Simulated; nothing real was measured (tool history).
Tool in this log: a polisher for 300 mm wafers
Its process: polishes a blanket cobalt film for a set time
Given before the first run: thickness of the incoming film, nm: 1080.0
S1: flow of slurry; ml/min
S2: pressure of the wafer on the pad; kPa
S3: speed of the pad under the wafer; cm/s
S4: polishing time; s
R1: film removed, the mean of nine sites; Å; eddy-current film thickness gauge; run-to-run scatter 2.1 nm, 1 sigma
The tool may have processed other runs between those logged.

{"run": 1, "hour": 0.0, "S1": 295, "S2": 13.8, "S3": 82, "S4": 71, "R1": 2732.3}
{"run": 2, "hour": 4.5, "S1": 295, "S2": 10.3, "S3": 82, "S4": 71, "R1": 2090.4}
{"run": 3, "hour": 8.3, "S1": 295, "S2": 10.3, "S3": 96, "S4": 71, "R1": 2437.3}
{"run": 4, "hour": 14.5, "S1": 240, "S2": 10.3, "S3": 96, "S4": 71, "R1": 2417.7}
{"run": 5, "hour": 17.2, "S1": 185, "S2": 10.3, "S3": 96, "S4": 71, "R1": 2365.4}
{"run": 6, "hour": 24.4, "S1": 190, "S2": 11.7, "S3": 96, "S4": 71, "R1": 2692.8}
{"run": 7, "hour": 26.2, "S1": 190, "S2": 12.4, "S3": 96, "S4": 71, "R1": 2845}

The next listed run, before its measurement:
{"hour": 31.3, "done": "worn pad replaced by a new one"}
{"run": 8, "hour": 31.3, "S1": 190, "S2": 13.1, "S3": 96, "S4": 71, "R1": "?"}

Run 8 measured R1 3191.7 Å.
